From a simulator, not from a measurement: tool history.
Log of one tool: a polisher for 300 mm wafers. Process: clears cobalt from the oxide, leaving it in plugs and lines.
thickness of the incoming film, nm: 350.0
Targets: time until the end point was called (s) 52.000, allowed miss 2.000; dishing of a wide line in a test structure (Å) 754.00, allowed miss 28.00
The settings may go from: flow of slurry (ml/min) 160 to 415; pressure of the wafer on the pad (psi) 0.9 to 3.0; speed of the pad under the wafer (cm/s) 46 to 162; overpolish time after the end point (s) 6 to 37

run,hour,flow of slurry (ml/min),pressure of the wafer on the pad (psi),speed of the pad under the wafer (cm/s),overpolish time after the end point (s),time until the end point was called (s),dishing of a wide line in a test structure (Å)
1,0.0,265,1.9,104,19,60.949,689.35
2,6.6,300,1.9,104,19,60.017,717.17
3,13.3,300,1.5,104,19,75.172,618.40
4,16.1,305,1.7,104,19,67.734,659.73
5,21.6,305,1.7,86,19,79.696,598.66
6,29.0,310,1.9,86,19,71.669,639.62
7,36.9,310,2.0,86,19,67.596,658.40
8,40.2,310,2.1,86,19,64.188,654.60
9,45.4,310,2.2,86,19,61.768,693.56
10,47.1,310,2.3,86,19,58.255,707.53
11,49.3,310,2.4,86,19,57.623,727.84

Which of these 5 next moves meets every target?
A,51.5,290,2.7,80,15,?,?
B,51.5,285,2.7,84,19,?,?
C,51.5,325,2.5,92,16,?,?
D,51.5,315,2.4,92,17,?,?
E,51.5,325,2.2,94,22,?,?

move,time until the end point was called (s),dishing of a wide line in a test structure (Å)
A,55.232,649.67
B,52.952,756.43
C,51.912,698.42
D,54.176,705.50
E,57.665,779.82
A: further off than the last run
B: meets every target
C: brings the result that was furthest off to its target, and leaves another outside
D: nearer than the last run, and not there yet
E: as far off as the last run
Answer: B
